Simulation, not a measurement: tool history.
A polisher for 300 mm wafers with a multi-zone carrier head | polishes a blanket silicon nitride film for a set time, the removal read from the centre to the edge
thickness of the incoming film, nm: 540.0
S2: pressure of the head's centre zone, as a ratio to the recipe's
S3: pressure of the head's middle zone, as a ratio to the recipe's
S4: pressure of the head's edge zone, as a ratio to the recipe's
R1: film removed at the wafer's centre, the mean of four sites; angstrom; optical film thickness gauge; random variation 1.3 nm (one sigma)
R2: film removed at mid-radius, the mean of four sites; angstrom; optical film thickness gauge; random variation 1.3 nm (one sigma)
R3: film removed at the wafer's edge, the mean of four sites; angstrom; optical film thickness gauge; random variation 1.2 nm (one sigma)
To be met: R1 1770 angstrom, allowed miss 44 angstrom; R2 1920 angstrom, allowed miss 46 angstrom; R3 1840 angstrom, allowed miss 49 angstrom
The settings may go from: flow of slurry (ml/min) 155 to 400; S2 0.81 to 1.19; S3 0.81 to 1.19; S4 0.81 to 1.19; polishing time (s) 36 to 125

{"run": 1, "hour": 0.0, "flow of slurry (ml/min)": 255, "S2": 1, "S3": 1, "S4": 1, "polishing time (s)": 80, "R1": 1387.2, "R2": 1467.2, "R3": 1381.6}
{"run": 2, "hour": 2.4, "flow of slurry (ml/min)": 255, "S2": 1, "S3": 1.06, "S4": 1, "polishing time (s)": 80, "R1": 1408.4, "R2": 1522.4, "R3": 1366.6}
{"run": 3, "hour": 9.0, "flow of slurry (ml/min)": 285, "S2": 1, "S3": 1.06, "S4": 1, "polishing time (s)": 80, "R1": 1399.5, "R2": 1553.2, "R3": 1388.6}
{"run": 4, "hour": 9.8, "flow of slurry (ml/min)": 285, "S2": 1, "S3": 1, "S4": 1, "polishing time (s)": 80, "R1": 1432.1, "R2": 1453.4, "R3": 1389.1}
{"run": 5, "hour": 11.3, "flow of slurry (ml/min)": 285, "S2": 1, "S3": 1, "S4": 1, "polishing time (s)": 67, "R1": 1192.2, "R2": 1232.6, "R3": 1148.2}
{"run": 6, "hour": 15.3, "flow of slurry (ml/min)": 285, "S2": 1.01, "S3": 1.02, "S4": 1.02, "polishing time (s)": 72, "R1": 1284.3, "R2": 1339.4, "R3": 1263.5}
{"run": 7, "hour": 19.2, "flow of slurry (ml/min)": 290, "S2": 1.03, "S3": 1.05, "S4": 1.05, "polishing time (s)": 75, "R1": 1339.2, "R2": 1451.6, "R3": 1335.5}
{"run": 8, "hour": 21.7, "flow of slurry (ml/min)": 295, "S2": 1.05, "S3": 1.05, "S4": 1.07, "polishing time (s)": 78, "R1": 1428.1, "R2": 1486.1, "R3": 1409.1}
{"run": 9, "hour": 26.6, "flow of slurry (ml/min)": 300, "S2": 1.06, "S3": 1.06, "S4": 1.09, "polishing time (s)": 80, "R1": 1469.3, "R2": 1560.4, "R3": 1459.3}
{"run": 10, "hour": 32.9, "flow of slurry (ml/min)": 305, "S2": 1.07, "S3": 1.06, "S4": 1.11, "polishing time (s)": 82, "R1": 1510.7, "R2": 1608.3, "R3": 1503.4}
{"run": 11, "hour": 35.1, "flow of slurry (ml/min)": 305, "S2": 1.07, "S3": 1.06, "S4": 1.12, "polishing time (s)": 84, "R1": 1573.2, "R2": 1638.5, "R3": 1543.7}
{"run": 12, "hour": 44.1, "flow of slurry (ml/min)": 305, "S2": 1.06, "S3": 1.06, "S4": 1.13, "polishing time (s)": 86, "R1": 1587.3, "R2": 1680.9, "R3": 1569.8}
{"run": 13, "hour": 51.9, "flow of slurry (ml/min)": 300, "S2": 1.05, "S3": 1.06, "S4": 1.14, "polishing time (s)": 88, "R1": 1612.9, "R2": 1702.5, "R3": 1649.5}
{"run": 14, "hour": 54.5, "flow of slurry (ml/min)": 300, "S2": 1.05, "S3": 1.07, "S4": 1.15, "polishing time (s)": 89, "R1": 1613.3, "R2": 1725.3, "R3": 1666.3}
{"run": 15, "hour": 55.1, "flow of slurry (ml/min)": 305, "S2": 1.05, "S3": 1.07, "S4": 1.16, "polishing time (s)": 90, "R1": 1657.9, "R2": 1771.7, "R3": 1696.4}
{"run": 16, "hour": 58.5, "flow of slurry (ml/min)": 310, "S2": 1.05, "S3": 1.07, "S4": 1.17, "polishing time (s)": 91, "R1": 1671, "R2": 1782.9, "R3": 1724.9}
{"run": 17, "hour": 65.7, "flow of slurry (ml/min)": 310, "S2": 1.05, "S3": 1.07, "S4": 1.17, "polishing time (s)": 92, "R1": 1677.9, "R2": 1805.6, "R3": 1718.1}
{"run": 18, "hour": 67.6, "flow of slurry (ml/min)": 300, "S2": 1.05, "S3": 1.08, "S4": 1.17, "polishing time (s)": 93, "R1": 1716.4, "R2": 1845.9, "R3": 1744.6}
{"run": 19, "hour": 70.2, "flow of slurry (ml/min)": 310, "S2": 1.05, "S3": 1.08, "S4": 1.17, "polishing time (s)": 93, "R1": 1706.1, "R2": 1843.2, "R3": 1772.6}
{"run": 20, "hour": 77.2, "flow of slurry (ml/min)": 315, "S2": 1.05, "S3": 1.08, "S4": 1.17, "polishing time (s)": 93, "R1": 1718.8, "R2": 1844.9, "R3": 1762.8}
{"run": 21, "hour": 83.3, "flow of slurry (ml/min)": 320, "S2": 1.05, "S3": 1.08, "S4": 1.17, "polishing time (s)": 93, "R1": 1730.3, "R2": 1863.5, "R3": 1753.6}
{"run": 22, "hour": 86.6, "flow of slurry (ml/min)": 315, "S2": 1.05, "S3": 1.08, "S4": 1.17, "polishing time (s)": 94, "R1": 1733.8, "R2": 1861.7, "R3": 1777.3}

5 next moves are on the table. One of them brings every result within its allowed miss. Which?
{"run": "A", "hour": 89.9, "flow of slurry (ml/min)": 360, "S2": 1.03, "S3": 1.19, "S4": 1.11, "polishing time (s)": 92, "R1": "?", "R2": "?", "R3": "?"}
{"run": "B", "hour": 89.9, "flow of slurry (ml/min)": 285, "S2": 1.04, "S3": 1.09, "S4": 1.18, "polishing time (s)": 97, "R1": "?", "R2": "?", "R3": "?"}
{"run": "C", "hour": 89.9, "flow of slurry (ml/min)": 270, "S2": 1.1, "S3": 1.08, "S4": 1.19, "polishing time (s)": 92, "R1": "?", "R2": "?", "R3": "?"}
{"run": "D", "hour": 89.9, "flow of slurry (ml/min)": 315, "S2": 1.05, "S3": 1.09, "S4": 1.12, "polishing time (s)": 95, "R1": "?", "R2": "?", "R3": "?"}
{"run": "E", "hour": 89.9, "flow of slurry (ml/min)": 330, "S2": 0.93, "S3": 1.09, "S4": 1.16, "polishing time (s)": 98, "R1": "?", "R2": "?", "R3": "?"}

move=A R1=1689.3 R2=2045.6 R3=1704.5
move=B R1=1748 R2=1954.7 R3=1825
move=C R1=1715.3 R2=1827.7 R3=1730.6
move=D R1=1743.9 R2=1934.6 R3=1753.8
move=E R1=1657.7 R2=2005.5 R3=1848.5
A: further off than the last run
B: meets every target
C: further off than the last run
D: further off than the last run
E: brings the result that was furthest off to its target, and leaves another outside
Answer: B

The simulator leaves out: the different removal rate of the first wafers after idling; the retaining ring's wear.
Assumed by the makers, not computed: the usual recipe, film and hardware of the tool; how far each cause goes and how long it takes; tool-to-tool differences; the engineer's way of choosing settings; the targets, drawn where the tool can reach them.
